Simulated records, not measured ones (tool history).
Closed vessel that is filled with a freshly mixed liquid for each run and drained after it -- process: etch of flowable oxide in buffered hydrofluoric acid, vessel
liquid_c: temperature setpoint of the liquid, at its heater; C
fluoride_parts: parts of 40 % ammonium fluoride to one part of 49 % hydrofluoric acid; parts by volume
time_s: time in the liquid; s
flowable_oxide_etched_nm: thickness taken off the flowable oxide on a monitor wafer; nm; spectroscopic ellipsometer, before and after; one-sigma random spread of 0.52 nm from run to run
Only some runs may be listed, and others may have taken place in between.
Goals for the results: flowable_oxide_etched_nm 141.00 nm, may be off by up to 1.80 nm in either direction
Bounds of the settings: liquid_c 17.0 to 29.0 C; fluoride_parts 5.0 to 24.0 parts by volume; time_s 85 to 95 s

run 1 hour=0.0 | liquid_c=21.0 fluoride_parts=14.5 time_s=85 | flowable_oxide_etched_nm=151.62
run 2 hour=4.3 | liquid_c=21.0 fluoride_parts=14.5 time_s=85 | flowable_oxide_etched_nm=151.63
run 3 hour=5.1 | liquid_c=19.5 fluoride_parts=14.5 time_s=85 | flowable_oxide_etched_nm=138.80
run 4 hour=6.7 | liquid_c=19.5 fluoride_parts=17.5 time_s=85 | flowable_oxide_etched_nm=115.55
run 5 hour=15.5 | liquid_c=20.0 fluoride_parts=17.5 time_s=85 | flowable_oxide_etched_nm=118.57
run 6 hour=23.3 | liquid_c=20.5 fluoride_parts=17.5 time_s=85 | flowable_oxide_etched_nm=122.23
run 7 hour=31.2 | liquid_c=21.0 fluoride_parts=17.5 time_s=85 | flowable_oxide_etched_nm=125.35
run 8 hour=34.6 | liquid_c=21.5 fluoride_parts=17.5 time_s=85 | flowable_oxide_etched_nm=128.59
run 9 hour=37.1 | liquid_c=22.0 fluoride_parts=17.5 time_s=85 | flowable_oxide_etched_nm=132.52
run 10 hour=45.8 | liquid_c=22.5 fluoride_parts=17.5 time_s=85 | flowable_oxide_etched_nm=136.29

Below are 4 possible settings for the next run. Only one of them brings all results inside the allowed miss of their targets. Which is it?
run A hour=54.5 | liquid_c=21.0 fluoride_parts=17.5 time_s=90 | flowable_oxide_etched_nm=?
run B hour=54.5 | liquid_c=21.5 fluoride_parts=17.0 time_s=85 | flowable_oxide_etched_nm=?
run C hour=54.5 | liquid_c=23.5 fluoride_parts=19.0 time_s=90 | flowable_oxide_etched_nm=?
run D hour=54.5 | liquid_c=20.0 fluoride_parts=15.0 time_s=90 | flowable_oxide_etched_nm=?

move=A flowable_oxide_etched_nm=133.07
move=B flowable_oxide_etched_nm=132.97
move=C flowable_oxide_etched_nm=140.90
move=D flowable_oxide_etched_nm=146.47
A: its largest miss is bigger than the last run's
B: its largest miss is bigger than the last run's
C: every result within its allowed miss
D: takes the result that was furthest off past its target
So the answer is move C, the one that meets all the targets.
